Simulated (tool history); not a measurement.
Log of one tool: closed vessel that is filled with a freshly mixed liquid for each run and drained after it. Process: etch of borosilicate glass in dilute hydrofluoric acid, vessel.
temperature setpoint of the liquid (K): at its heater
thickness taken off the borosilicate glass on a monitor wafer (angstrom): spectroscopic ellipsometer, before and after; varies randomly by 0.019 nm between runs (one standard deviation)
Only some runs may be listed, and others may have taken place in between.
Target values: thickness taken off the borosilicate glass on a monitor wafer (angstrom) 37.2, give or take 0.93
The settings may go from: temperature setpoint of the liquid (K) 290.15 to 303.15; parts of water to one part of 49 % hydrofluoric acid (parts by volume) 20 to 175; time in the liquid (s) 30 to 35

run  hour  temperature setpoint of the liquid (K)  parts of water to one part of 49 % hydrofluoric acid (parts by volume)  time in the liquid (s)  thickness taken off the borosilicate glass on a monitor wafer (angstrom)
  1     0                                  295.15                                                                      95                      35                                                                    73.248
  2   1.7                                  295.15                                                                      95                      35                                                                    73.996
  3   9.6                                  295.15                                                                      95                      35                                                                    72.235
  4  14.7                                  293.65                                                                     110                      35                                                                    58.269
  5  17.5                                  293.65                                                                     110                      35                                                                    58.575
  6    24                                  295.15                                                                     110                      35                                                                    62.292
  7    27                                  293.65                                                                     120                      35                                                                    53.442
     33.3  -- thermometer replaced
  8  33.3                                  292.65                                                                     130                      35                                                                    50.559
  9  42.2                                  292.15                                                                     140                      35                                                                    44.861
 10    51                                  291.65                                                                     145                      35                                                                    43.007
 11  53.3                                  291.15                                                                     150                      35                                                                    40.246
 12  61.2                                  290.65                                                                     150                      35                                                                    39.553

5 next moves are on the table. One of them brings every result within its allowed miss. Which?
  A  69.1                                  290.65                                                                     145                      30                                                                         ?
  B  69.1                                  291.15                                                                     150                      35                                                                         ?
  C  69.1                                  292.15                                                                     165                      35                                                                         ?
  D  69.1                                  290.15                                                                     125                      30                                                                         ?
  E  69.1                                  290.15                                                                     145                      30                                                                         ?

move  thickness taken off the borosilicate glass on a monitor wafer (angstrom)
   A                                                                    34.963
   B                                                                    40.043
   C                                                                    37.335
   D                                                                    40.527
   E                                                                    34.253
A: pushes the last run's worst result past its target
B: misses by more than the last run did
C: meets every target
D: misses by more than the last run did
E: pushes the last run's worst result past its target
The move that meets every target is C.
